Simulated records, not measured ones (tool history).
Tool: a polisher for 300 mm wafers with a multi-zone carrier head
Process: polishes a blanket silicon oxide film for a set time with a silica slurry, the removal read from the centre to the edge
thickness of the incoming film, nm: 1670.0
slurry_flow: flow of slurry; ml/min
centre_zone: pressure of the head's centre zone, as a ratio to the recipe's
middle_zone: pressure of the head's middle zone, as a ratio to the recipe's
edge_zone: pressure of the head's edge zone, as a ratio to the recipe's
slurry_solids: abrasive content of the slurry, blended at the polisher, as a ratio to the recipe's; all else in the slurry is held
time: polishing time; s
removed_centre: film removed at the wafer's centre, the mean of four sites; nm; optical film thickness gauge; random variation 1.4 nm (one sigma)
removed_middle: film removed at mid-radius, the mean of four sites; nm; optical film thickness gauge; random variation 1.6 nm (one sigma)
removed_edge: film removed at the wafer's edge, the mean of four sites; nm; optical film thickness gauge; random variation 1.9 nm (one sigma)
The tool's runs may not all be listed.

run,hour,slurry_flow,centre_zone,middle_zone,edge_zone,slurry_solids,time,removed_centre,removed_middle,removed_edge
1,0,165,1,1,1,1,68,116.89,116.65,114.9
2,6.1,165,1,0.98,1.02,1.05,69,118.23,115.7,120.16
3,9.6,145,1,0.98,1.02,1.05,69,116.55,113.94,117.8
4,10.3,155,1.01,0.97,1.04,1.1,70,123.8,118.71,126.7
5,12.3,165,1.02,0.97,1.06,1.15,70,128.07,120.76,128.04
6,15.5,160,1.02,0.96,1.07,1.2,72,131.94,125.14,134.54
7,21.7,160,1.03,0.95,1.08,1.25,74,138.67,131.59,139.05

The next listed run, before its measurement:
# hour 28.7: edge zone pressure recalibrated
8,28.7,160,1.03,0.93,1.1,1.25,76,?,?,?

removed_centre: 144.71 nm
removed_middle: 129.86 nm
removed_edge: 149.6 nm
